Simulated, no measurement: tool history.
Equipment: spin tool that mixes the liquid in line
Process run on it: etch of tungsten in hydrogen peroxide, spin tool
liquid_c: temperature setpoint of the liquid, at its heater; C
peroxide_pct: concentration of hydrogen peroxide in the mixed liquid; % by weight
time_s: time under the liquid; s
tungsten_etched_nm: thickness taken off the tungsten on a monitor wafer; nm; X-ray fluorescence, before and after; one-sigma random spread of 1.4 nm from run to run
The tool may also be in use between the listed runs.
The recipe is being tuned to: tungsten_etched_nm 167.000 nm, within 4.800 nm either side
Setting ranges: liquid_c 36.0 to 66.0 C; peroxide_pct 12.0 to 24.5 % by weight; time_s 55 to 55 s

run,day,liquid_c,peroxide_pct,time_s,tungsten_etched_nm
1,0.000,52.0,16.5,55,85.304
2,0.238,55.0,16.5,55,102.230
3,0.417,57.0,16.5,55,115.440
4,0.571,58.5,16.5,55,125.900
5,0.750,58.5,13.5,55,115.330
6,1.050,60.0,13.5,55,126.570
7,1.300,61.5,13.5,55,138.780
# day 1.467: thermometer replaced
8,1.467,62.5,13.5,55,155.060

Exactly one of the 5 candidate moves below puts every result within its allowed miss. Which one?
A,1.633,64.0,12.0,55,?
B,1.633,64.0,13.0,55,?
C,1.633,62.0,14.5,55,?
D,1.633,61.0,13.0,55,?
E,1.633,60.5,17.5,55,?

move,tungsten_etched_nm
A,160.660
B,167.230
C,157.740
D,141.090
E,159.080
A: closer than the last run, but not yet in spec
B: every result within its allowed miss
C: closer than the last run, but not yet in spec
D: lands further from the targets than the last run did
E: closer than the last run, but not yet in spec
Go with B: it meets all targets.

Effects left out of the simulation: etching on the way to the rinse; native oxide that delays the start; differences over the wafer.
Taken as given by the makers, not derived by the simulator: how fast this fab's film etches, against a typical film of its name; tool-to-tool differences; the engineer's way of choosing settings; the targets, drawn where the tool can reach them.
